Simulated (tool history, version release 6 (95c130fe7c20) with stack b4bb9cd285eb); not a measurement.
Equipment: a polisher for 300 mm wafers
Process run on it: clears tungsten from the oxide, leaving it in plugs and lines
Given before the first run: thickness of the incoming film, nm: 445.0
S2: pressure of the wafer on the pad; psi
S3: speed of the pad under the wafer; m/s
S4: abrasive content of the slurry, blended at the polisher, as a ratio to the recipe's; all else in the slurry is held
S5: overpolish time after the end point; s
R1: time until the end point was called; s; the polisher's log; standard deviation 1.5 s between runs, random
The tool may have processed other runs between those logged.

run 1 hour=0 | flow_of_slurry_(ml/min)=315 S2=2.9 S3=0.86 S4=1 S5=19 | R1=170.47
run 2 hour=7.4 | flow_of_slurry_(ml/min)=315 S2=3 S3=0.86 S4=1 S5=19 | R1=167.25
run 3 hour=10.1 | flow_of_slurry_(ml/min)=315 S2=3.1 S3=0.86 S4=1 S5=19 | R1=160.51
run 4 hour=18.5 | flow_of_slurry_(ml/min)=315 S2=3.1 S3=0.86 S4=1.1 S5=19 | R1=161.32
run 5 hour=24.5 | flow_of_slurry_(ml/min)=255 S2=3.1 S3=0.86 S4=1.1 S5=19 | R1=162.27
run 6 hour=26.6 | flow_of_slurry_(ml/min)=255 S2=3.1 S3=0.86 S4=0.9 S5=19 | R1=168.38

Run 7 is up next; what results do you expect?
run 7 hour=32.2 | flow_of_slurry_(ml/min)=260 S2=3.2 S3=0.86 S4=0.9 S5=19 | R1=?

Run 7 gave R1 162.51 s.
